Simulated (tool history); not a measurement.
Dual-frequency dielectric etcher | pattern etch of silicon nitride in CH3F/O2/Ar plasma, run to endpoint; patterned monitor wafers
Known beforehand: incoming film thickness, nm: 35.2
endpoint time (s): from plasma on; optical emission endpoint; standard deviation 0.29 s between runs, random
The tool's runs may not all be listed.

Run 1, day 0: source power (W) 550, bias power (W) 76. Result: endpoint time (s) 44.032.
Run 2, day 0.342: source power (W) 550, bias power (W) 70. Result: endpoint time (s) 44.447.
Run 3, day 0.546: source power (W) 480, bias power (W) 70. Result: endpoint time (s) 47.693.
Run 4, day 0.688: source power (W) 430, bias power (W) 70. Result: endpoint time (s) 48.249.
Run 5, day 0.804: source power (W) 510, bias power (W) 75. Result: endpoint time (s) 45.835.
Run 6, day 1.033: source power (W) 580, bias power (W) 78. Result: endpoint time (s) 42.478.
Run 7, day 1.171: source power (W) 610, bias power (W) 79. Result: endpoint time (s) 42.052.

Estimate the outcome of run 8 from the log above:
Run 8, day 1.35: source power (W) 640, bias power (W) 81. Result: endpoint time (s) ?.

{"run 8": {"endpoint time (s)": 41.852}}
